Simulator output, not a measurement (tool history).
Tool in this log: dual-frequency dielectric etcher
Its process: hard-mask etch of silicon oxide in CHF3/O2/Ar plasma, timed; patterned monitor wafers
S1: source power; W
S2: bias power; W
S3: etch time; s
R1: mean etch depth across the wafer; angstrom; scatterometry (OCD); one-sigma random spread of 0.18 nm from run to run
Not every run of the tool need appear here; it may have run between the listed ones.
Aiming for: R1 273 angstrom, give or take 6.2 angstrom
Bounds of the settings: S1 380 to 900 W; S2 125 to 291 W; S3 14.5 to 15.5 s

run 1 hour=0 | S1=640 S2=208 S3=15.5 | R1=353.76
run 2 hour=0.6 | S1=620 S2=201 S3=15.5 | R1=346.61
run 3 hour=4.7 | S1=600 S2=194 S3=15.5 | R1=337.98
run 4 hour=8.6 | S1=600 S2=194 S3=15.5 | R1=337.57
run 5 hour=17.2 | S1=580 S2=189 S3=15.5 | R1=324.41
run 6 hour=18.4 | S1=580 S2=189 S3=15.5 | R1=325.5
run 7 hour=25.3 | S1=560 S2=187 S3=15.5 | R1=326.94
run 8 hour=30.9 | S1=550 S2=181 S3=15.5 | R1=313.22
run 9 hour=36.3 | S1=530 S2=180 S3=15.5 | R1=310.52
run 10 hour=44.7 | S1=520 S2=178 S3=15.5 | R1=308.18
run 11 hour=49.4 | S1=510 S2=176 S3=15.5 | R1=306.48
run 12 hour=56.5 | S1=500 S2=173 S3=15.5 | R1=299.1
run 13 hour=62.3 | S1=490 S2=172 S3=15.5 | R1=295.61
run 14 hour=64.8 | S1=480 S2=171 S3=15.5 | R1=292.1
run 15 hour=66.2 | S1=470 S2=171 S3=15.5 | R1=289.34
run 16 hour=72.9 | S1=460 S2=171 S3=15.5 | R1=286.84
run 17 hour=74.1 | S1=450 S2=171 S3=15.5 | R1=291.19
run 18 hour=80.5 | S1=440 S2=170 S3=15.5 | R1=283.25
run 19 hour=88.9 | S1=420 S2=169 S3=15.5 | R1=280.8

5 candidate next runs follow, results not yet known. Just one meets every target within its allowed miss. Identify it.
run A hour=97.3 | S1=450 S2=172 S3=15.5 | R1=?
run B hour=97.3 | S1=580 S2=125 S3=15 | R1=?
run C hour=97.3 | S1=430 S2=145 S3=15.5 | R1=?
run D hour=97.3 | S1=410 S2=170 S3=15 | R1=?
run E hour=97.3 | S1=390 S2=193 S3=15.5 | R1=?

move=A R1=288.26
move=B R1=255.38
move=C R1=260.31
move=D R1=269.82
move=E R1=293.02
A: misses by more than the last run did
B: takes the result that was furthest off past its target
C: takes the result that was furthest off past its target
D: every result lands within tolerance
E: misses by more than the last run did
So the answer is move D, the one that meets all the targets.
